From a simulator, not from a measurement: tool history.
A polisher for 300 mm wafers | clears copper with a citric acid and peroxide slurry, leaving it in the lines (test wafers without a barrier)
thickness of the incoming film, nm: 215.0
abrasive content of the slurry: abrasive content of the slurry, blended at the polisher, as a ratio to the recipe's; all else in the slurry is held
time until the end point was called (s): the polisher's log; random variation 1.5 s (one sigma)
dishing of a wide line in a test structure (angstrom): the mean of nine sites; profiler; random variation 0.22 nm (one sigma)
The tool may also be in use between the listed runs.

run,hour,flow of slurry (ml/min),pressure of the wafer on the pad (kPa),speed of the pad under the wafer (m/s),abrasive content of the slurry,overpolish time after the end point (s),time until the end point was called (s),dishing of a wide line in a test structure (angstrom)
1,0.0,250,13.8,1.40,1.0,11,139.58,133.710
2,8.8,250,14.5,1.40,1.0,9,132.43,118.070
3,12.6,250,12.4,1.40,1.0,9,153.22,101.670
4,15.6,250,13.8,1.42,1.0,8,140.73,99.472
5,16.3,250,13.8,1.10,1.0,8,169.31,86.035
6,23.8,250,13.8,1.22,1.0,8,151.00,89.435
7,26.1,250,15.2,1.22,1.0,7,140.19,88.687

The next listed run, before its measurement:
8,31.2,250,19.3,1.28,1.0,5,?,?

{"run 8": {"time until the end point was called (s)": 108.58, "dishing of a wide line in a test structure (angstrom)": 85.365}}

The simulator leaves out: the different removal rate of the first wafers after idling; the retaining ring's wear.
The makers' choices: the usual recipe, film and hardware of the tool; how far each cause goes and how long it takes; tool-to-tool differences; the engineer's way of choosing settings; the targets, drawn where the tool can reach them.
